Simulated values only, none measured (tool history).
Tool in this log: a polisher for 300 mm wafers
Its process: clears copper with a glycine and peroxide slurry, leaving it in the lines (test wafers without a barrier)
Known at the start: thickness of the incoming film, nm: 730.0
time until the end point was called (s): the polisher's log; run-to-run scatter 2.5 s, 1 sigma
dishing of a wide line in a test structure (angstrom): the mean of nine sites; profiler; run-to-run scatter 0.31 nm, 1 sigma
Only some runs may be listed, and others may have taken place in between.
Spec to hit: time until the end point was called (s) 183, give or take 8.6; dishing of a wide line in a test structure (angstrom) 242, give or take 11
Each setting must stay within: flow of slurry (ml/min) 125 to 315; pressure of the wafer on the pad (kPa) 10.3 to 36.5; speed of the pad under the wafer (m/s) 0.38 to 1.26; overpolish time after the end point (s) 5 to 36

| run | day | flow of slurry (ml/min) | pressure of the wafer on the pad (kPa) | speed of the pad under the wafer (m/s) | overpolish time after the end point (s) | time until the end point was called (s) | dishing of a wide line in a test structure (angstrom) |
|---|---|---|---|---|---|---|---|
| 1 | 0 | 205 | 23.4 | 0.82 | 18 | 135.92 | 506.74 |
| 2 | 0.321 | 205 | 23.4 | 0.92 | 18 | 122.65 | 540.98 |
| 3 | 0.621 | 205 | 23.4 | 0.72 | 18 | 149.67 | 466.06 |
| 4 | 0.671 | 220 | 22.8 | 0.68 | 15 | 157.2 | 409.22 |
| 5 | 1 | 225 | 22.1 | 0.64 | 13 | 171.17 | 344.23 |
| 6 | 1.238 | 200 | 22.1 | 0.64 | 13 | 169.46 | 348.07 |
| 7 | 1.333 | 200 | 21.4 | 0.64 | 11 | 174.39 | 288.92 |
| 8 | 1.492 | 200 | 21.4 | 0.64 | 11 | 171.68 | 292.81 |
| 9 | 1.825 | 190 | 20.7 | 0.64 | 11 | 174.05 | 293.95 |
| 10 | 1.867 | 185 | 20 | 0.64 | 10 | 185.26 | 259.5 |
| 11 | 2.075 | 180 | 20 | 0.66 | 8 | 178.21 | 228.73 |
| 12 | 2.146 | 185 | 20 | 0.66 | 8 | 172.51 | 226.14 |
| 13 | 2.458 | 190 | 20 | 0.66 | 8 | 181.1 | 224.55 |

Of the 5 settings listed for the next run, only one would bring every result within its allowed miss of target. Which one?
| A | 2.771 | 190 | 15.2 | 0.68 | 9 | ? | ? |
| B | 2.771 | 180 | 19.3 | 0.6 | 8 | ? | ? |
| C | 2.771 | 210 | 18.6 | 0.62 | 7 | ? | ? |
| D | 2.771 | 190 | 24.1 | 0.46 | 8 | ? | ? |
| E | 2.771 | 145 | 17.2 | 0.74 | 9 | ? | ? |

| move | time until the end point was called (s) | dishing of a wide line in a test structure (angstrom) |
|---|---|---|
| A | 196.02 | 224.53 |
| B | 191.45 | 207.63 |
| C | 186.99 | 188.34 |
| D | 205.02 | 196.64 |
| E | 178.52 | 242.58 |
A: neither nearer nor further off than the last run
B: moves away from the targets compared with the last run
C: moves away from the targets compared with the last run
D: moves away from the targets compared with the last run
E: hits every target within its allowed miss
The move that meets every target is E.
